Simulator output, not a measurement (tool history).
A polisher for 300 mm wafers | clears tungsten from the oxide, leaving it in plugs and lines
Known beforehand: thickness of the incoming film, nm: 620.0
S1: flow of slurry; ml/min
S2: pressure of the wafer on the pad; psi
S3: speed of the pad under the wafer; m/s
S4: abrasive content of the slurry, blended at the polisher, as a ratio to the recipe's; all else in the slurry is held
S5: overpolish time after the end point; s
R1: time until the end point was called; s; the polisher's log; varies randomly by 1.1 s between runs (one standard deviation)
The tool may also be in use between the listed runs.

| run | hour | S1 | S2 | S3 | S4 | S5 | R1 |
|---|---|---|---|---|---|---|---|
| 1 | 0.0 | 265 | 3.4 | 1.36 | 1.0 | 4 | 101.570 |
| 2 | 5.5 | 265 | 3.8 | 1.38 | 1.0 | 4 | 89.861 |
| 3 | 8.5 | 265 | 4.1 | 1.40 | 1.0 | 4 | 83.529 |
| 4 | 17.1 | 265 | 4.1 | 1.40 | 1.2 | 4 | 82.124 |
| 5 | 22.7 | 265 | 4.1 | 1.16 | 1.2 | 4 | 97.178 |
| 6 | 31.1 | 310 | 4.1 | 1.16 | 1.2 | 4 | 95.172 |
| 7 | 33.1 | 310 | 4.4 | 1.22 | 1.2 | 4 | 84.553 |
| 8 | 35.2 | 310 | 4.6 | 1.26 | 1.2 | 4 | 80.566 |
| 9 | 37.6 | 310 | 4.8 | 1.32 | 1.2 | 4 | 71.678 |

What will run 10 give?
| 10 | 46.0 | 310 | 4.8 | 1.32 | 1.2 | 4 | ? |

{"run 10": {"R1": 72.434}}

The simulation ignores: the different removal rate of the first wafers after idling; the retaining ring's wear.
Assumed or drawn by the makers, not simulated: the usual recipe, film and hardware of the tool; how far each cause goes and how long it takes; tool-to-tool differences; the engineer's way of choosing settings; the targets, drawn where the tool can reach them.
